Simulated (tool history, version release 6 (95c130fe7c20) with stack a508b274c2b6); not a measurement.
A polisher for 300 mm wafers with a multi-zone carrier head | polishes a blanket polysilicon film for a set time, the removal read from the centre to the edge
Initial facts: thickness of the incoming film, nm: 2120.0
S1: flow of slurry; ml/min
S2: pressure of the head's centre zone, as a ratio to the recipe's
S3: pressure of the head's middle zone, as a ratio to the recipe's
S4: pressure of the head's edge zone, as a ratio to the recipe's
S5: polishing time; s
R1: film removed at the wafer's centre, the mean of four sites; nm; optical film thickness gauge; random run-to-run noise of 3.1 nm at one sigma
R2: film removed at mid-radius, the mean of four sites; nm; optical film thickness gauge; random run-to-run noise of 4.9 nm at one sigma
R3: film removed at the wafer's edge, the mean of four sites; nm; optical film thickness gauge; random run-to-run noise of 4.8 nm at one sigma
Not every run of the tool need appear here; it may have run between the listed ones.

run,hour,S1,S2,S3,S4,S5,R1,R2,R3
1,0,150,1,1,1,50,539.02,568.16,532.04
2,4.5,145,0.99,0.98,0.98,47,493.85,516.64,489.22
3,11.6,145,0.99,0.93,0.98,47,497.09,483.7,483.4
4,14.3,145,0.99,0.85,0.98,47,491.53,454,490.53
5,14.8,140,0.98,0.85,0.95,45,463.91,429.47,460.67
6,23,140,0.97,0.86,0.93,43,436.75,418.6,445.89
7,27.9,140,0.98,0.87,0.92,41,425.44,404.25,418.53

Predict the results of run 8:
8,35,135,0.98,0.87,0.91,40,?,?,?

{"run 8": {"R1": 411.82, "R2": 395.07, "R3": 390.21}}
